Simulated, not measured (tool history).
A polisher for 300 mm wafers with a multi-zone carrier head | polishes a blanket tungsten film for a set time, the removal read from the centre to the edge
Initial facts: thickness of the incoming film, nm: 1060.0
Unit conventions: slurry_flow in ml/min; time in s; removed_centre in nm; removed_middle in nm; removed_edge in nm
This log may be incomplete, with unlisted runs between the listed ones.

run  hour  slurry_flow  centre_zone  middle_zone  edge_zone  slurry_solids  time  removed_centre  removed_middle  removed_edge
  1     0          265            1            1          1              1    40          223.43          224.87        212.61
  2   6.5          330            1            1          1              1    40           230.4          219.99        214.61
  3  12.1          335         0.98         0.98       0.98            0.9    40          218.15           215.2        208.11
  4  13.3          335         0.98         0.95       0.98            0.9    40          219.58          212.02         204.1
  5  14.7          335         1.03         0.95       0.98            0.9    40          232.72          208.81         207.3
  6  23.1          335         1.03         0.95       1.06            0.9    40          230.77          217.99        216.97
  7  27.5          350            1         0.92       1.04           0.85    39          216.09          197.46        203.65

Forecast run 8:
  8  28.9          345         0.97          0.9       1.01            0.8    39               ?               ?             ?

Run 8 yielded removed_centre 207.27 nm, removed_middle 190.74 nm, removed_edge 201.59 nm.

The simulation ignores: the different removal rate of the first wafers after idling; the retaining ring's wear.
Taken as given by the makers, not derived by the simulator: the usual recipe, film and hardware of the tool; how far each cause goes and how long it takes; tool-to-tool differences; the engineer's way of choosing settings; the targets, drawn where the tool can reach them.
